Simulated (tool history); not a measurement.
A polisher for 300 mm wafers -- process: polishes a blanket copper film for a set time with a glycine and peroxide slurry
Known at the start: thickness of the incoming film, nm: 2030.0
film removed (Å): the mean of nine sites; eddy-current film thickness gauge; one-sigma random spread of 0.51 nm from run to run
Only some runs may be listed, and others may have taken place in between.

run	hour	flow of slurry (ml/min)	pressure of the wafer on the pad (psi)	speed of the pad under the wafer (cm/s)	polishing time (s)	film removed (Å)
1	0	150	3.4	126	23	1734
2	2.7	140	2.8	116	23	1353.9
3	11	110	2.8	116	23	1273.2
4	20	110	3.6	116	23	1535.8
5	21.1	105	2.9	112	23	1252.3
# hour 26.8: slurry nozzle cleaned
6	26.8	100	2.4	110	23	1213.8
7	29.8	100	2.1	98	23	1024.3
8	36.6	100	1.9	94	23	935.88

Expected results for the next run?
9	37.5	95	1.5	94	23	?

film removed (Å): 790.87
